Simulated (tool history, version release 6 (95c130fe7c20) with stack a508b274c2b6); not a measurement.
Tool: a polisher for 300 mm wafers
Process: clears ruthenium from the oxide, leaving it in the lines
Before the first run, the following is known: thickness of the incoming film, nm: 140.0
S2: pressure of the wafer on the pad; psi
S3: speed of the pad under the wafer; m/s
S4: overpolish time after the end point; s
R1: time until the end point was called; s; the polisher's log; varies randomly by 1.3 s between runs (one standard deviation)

Run 1, hour 0.0: flow of slurry (ml/min) 205, S2 1.7 psi, S3 1.06 m/s, S4 52 s. Result: R1 127.35 s.
Run 2, hour 8.2: flow of slurry (ml/min) 205, S2 1.7 psi, S3 0.96 m/s, S4 52 s. Result: R1 137.67 s.
Run 3, hour 10.0: flow of slurry (ml/min) 205, S2 1.8 psi, S3 0.96 m/s, S4 52 s. Result: R1 134.19 s.
Run 4, hour 16.7: flow of slurry (ml/min) 205, S2 1.9 psi, S3 0.96 m/s, S4 52 s. Result: R1 128.29 s.
At hour 22.4: head pressure recalibrated.
Run 5, hour 22.4: flow of slurry (ml/min) 205, S2 1.5 psi, S3 0.96 m/s, S4 52 s. Result: R1 136.65 s.
Run 6, hour 23.2: flow of slurry (ml/min) 210, S2 1.6 psi, S3 1.06 m/s, S4 52 s. Result: R1 121.13 s.

What will run 7 give?
Run 7, hour 30.7: flow of slurry (ml/min) 220, S2 1.7 psi, S3 1.08 m/s, S4 52 s. Result: R1 ?.

Run 7 gave R1 109.58 s.

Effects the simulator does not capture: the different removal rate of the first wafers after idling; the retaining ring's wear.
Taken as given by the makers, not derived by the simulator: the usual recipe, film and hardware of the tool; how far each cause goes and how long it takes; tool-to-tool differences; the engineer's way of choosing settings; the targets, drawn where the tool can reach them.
